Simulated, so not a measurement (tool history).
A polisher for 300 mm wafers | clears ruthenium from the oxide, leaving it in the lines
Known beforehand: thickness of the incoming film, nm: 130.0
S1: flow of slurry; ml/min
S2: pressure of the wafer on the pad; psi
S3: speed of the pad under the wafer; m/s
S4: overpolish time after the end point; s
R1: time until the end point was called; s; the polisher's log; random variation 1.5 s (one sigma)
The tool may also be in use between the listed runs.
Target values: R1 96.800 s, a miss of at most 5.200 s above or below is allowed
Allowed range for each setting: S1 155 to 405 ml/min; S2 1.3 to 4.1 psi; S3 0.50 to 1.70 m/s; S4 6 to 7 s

| run | hour | S1 | S2 | S3 | S4 | R1 |
|---|---|---|---|---|---|---|
| 1 | 0.0 | 260 | 2.7 | 1.10 | 7 | 72.125 |
| 2 | 6.5 | 260 | 2.7 | 0.92 | 7 | 83.934 |
| 3 | 15.4 | 260 | 2.6 | 0.92 | 7 | 83.520 |
| 4 | 19.1 | 260 | 2.5 | 0.90 | 7 | 89.777 |
| 5 | 25.2 | 295 | 2.5 | 0.90 | 7 | 87.808 |
| 6 | 26.9 | 295 | 2.5 | 0.66 | 7 | 110.740 |
| 7 | 31.0 | 295 | 2.6 | 0.66 | 7 | 105.820 |
| 8 | 35.7 | 295 | 2.7 | 0.66 | 7 | 102.360 |

Consider the 4 candidate settings below. Which is the only one whose results all fall within their allowed miss of target?
| A | 40.4 | 260 | 2.3 | 0.78 | 6 | ? |
| B | 40.4 | 315 | 2.5 | 0.64 | 7 | ? |
| C | 40.4 | 305 | 2.5 | 0.82 | 6 | ? |
| D | 40.4 | 250 | 2.4 | 0.72 | 6 | ? |

| move | R1 |
|---|---|
| A | 109.380 |
| B | 113.160 |
| C | 95.826 |
| D | 111.440 |
A: further off than the last run
B: further off than the last run
C: all results in spec
D: further off than the last run
C is the move that brings every result within its allowed miss.
